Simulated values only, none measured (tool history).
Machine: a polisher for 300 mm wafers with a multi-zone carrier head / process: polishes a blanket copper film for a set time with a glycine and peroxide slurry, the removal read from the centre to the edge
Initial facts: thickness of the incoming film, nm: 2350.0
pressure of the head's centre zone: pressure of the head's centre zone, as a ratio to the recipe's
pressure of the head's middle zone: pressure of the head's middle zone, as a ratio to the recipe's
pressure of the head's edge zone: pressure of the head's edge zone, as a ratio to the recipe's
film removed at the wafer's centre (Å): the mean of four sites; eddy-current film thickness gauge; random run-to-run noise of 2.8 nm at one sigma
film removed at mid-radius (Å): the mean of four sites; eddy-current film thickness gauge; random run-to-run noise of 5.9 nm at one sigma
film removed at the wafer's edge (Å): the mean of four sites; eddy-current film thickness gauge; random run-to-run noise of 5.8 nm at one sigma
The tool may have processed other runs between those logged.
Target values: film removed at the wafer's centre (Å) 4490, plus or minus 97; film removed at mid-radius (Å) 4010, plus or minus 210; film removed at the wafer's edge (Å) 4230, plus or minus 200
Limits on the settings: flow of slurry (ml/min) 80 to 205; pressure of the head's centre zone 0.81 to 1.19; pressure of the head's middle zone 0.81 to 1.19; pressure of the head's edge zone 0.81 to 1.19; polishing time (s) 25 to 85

| run | day | flow of slurry (ml/min) | pressure of the head's centre zone | pressure of the head's middle zone | pressure of the head's edge zone | polishing time (s) | film removed at the wafer's centre (Å) | film removed at mid-radius (Å) | film removed at the wafer's edge (Å) |
|---|---|---|---|---|---|---|---|---|---|
| 1 | 0 | 135 | 1 | 1 | 1 | 55 | 3223.8 | 3199 | 3220.9 |
| 2 | 0.362 | 135 | 1 | 1 | 0.97 | 55 | 3248.1 | 3308.8 | 3318.1 |
| 3 | 0.488 | 135 | 1 | 1 | 0.97 | 62 | 3670.3 | 3624.4 | 3682.5 |
| 4 | 0.854 | 135 | 1 | 1 | 0.97 | 70 | 4109.5 | 4106.6 | 4109.6 |
| 5 | 1.133 | 135 | 0.95 | 1 | 0.97 | 70 | 3948.9 | 4101 | 4145.6 |
| 6 | 1.379 | 145 | 0.97 | 0.99 | 0.97 | 70 | 4072 | 4096.5 | 4084.6 |
| 7 | 1.446 | 145 | 0.98 | 0.98 | 0.98 | 71 | 4193.8 | 4091 | 4258.5 |
| 8 | 1.75 | 150 | 0.99 | 0.97 | 0.97 | 71 | 4286.6 | 4165.3 | 4367.4 |
| 9 | 1.796 | 155 | 1.01 | 0.97 | 0.97 | 70 | 4319.4 | 4132.4 | 4149.2 |

Which of these 4 next moves meets every target?
| A | 1.842 | 150 | 0.94 | 0.99 | 0.95 | 79 | ? | ? | ? |
| B | 1.842 | 200 | 1.15 | 1.14 | 0.87 | 65 | ? | ? | ? |
| C | 1.842 | 170 | 1.05 | 0.93 | 1 | 69 | ? | ? | ? |
| D | 1.842 | 160 | 0.96 | 1 | 0.95 | 68 | ? | ? | ? |

| move | film removed at the wafer's centre (Å) | film removed at mid-radius (Å) | film removed at the wafer's edge (Å) |
|---|---|---|---|
| A | 4522.6 | 4594.6 | 4688.6 |
| B | 4764.3 | 4427.1 | 3870.6 |
| C | 4499.9 | 3920.1 | 4252.2 |
| D | 4028.2 | 4035.9 | 4072.9 |
A: gets the furthest-off result to its target, but another result is out of tolerance
B: moves the result that the last run missed by most past its target, out the other side
C: all results land within tolerance of their targets
D: its largest miss is bigger than the last run's
Go with C: it meets all targets.
